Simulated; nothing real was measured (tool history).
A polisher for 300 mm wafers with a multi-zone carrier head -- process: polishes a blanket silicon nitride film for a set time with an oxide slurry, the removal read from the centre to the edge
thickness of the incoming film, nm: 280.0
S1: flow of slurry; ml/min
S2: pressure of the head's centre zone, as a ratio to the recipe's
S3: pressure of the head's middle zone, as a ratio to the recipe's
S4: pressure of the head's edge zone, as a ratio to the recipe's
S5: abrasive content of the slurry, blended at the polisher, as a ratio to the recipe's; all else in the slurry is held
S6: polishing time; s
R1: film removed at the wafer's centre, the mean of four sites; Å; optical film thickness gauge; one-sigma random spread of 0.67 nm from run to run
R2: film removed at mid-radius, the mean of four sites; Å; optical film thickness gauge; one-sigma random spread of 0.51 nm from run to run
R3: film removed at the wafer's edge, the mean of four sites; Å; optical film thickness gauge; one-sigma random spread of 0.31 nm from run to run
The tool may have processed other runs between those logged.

| run | hour | S1 | S2 | S3 | S4 | S5 | S6 | R1 | R2 | R3 |
|---|---|---|---|---|---|---|---|---|---|---|
| 1 | 0 | 195 | 1 | 1 | 1 | 1 | 86 | 392.45 | 389.78 | 385.13 |
| 2 | 1.3 | 195 | 0.92 | 1 | 1 | 1 | 86 | 353.03 | 393.9 | 386.36 |
| 3 | 8.1 | 205 | 0.94 | 1.02 | 1.03 | 1.1 | 86 | 381.23 | 413.14 | 411.22 |
| 4 | 13.7 | 205 | 0.94 | 1.02 | 1.03 | 1.2 | 86 | 403.66 | 434.08 | 426.23 |
| 5 | 22.2 | 205 | 0.9 | 1.02 | 1.03 | 1.2 | 86 | 379.15 | 433.34 | 423.92 |
| 6 | 23.8 | 215 | 0.92 | 1.04 | 1.06 | 1.25 | 86 | 399.7 | 450.18 | 439.61 |

Run 7 is up next; what results do you expect?
| 7 | 27.4 | 220 | 0.93 | 1.05 | 1.08 | 1.3 | 86 | ? | ? | ? |

R1: 416.25 Å
R2: 461.28 Å
R3: 453.68 Å
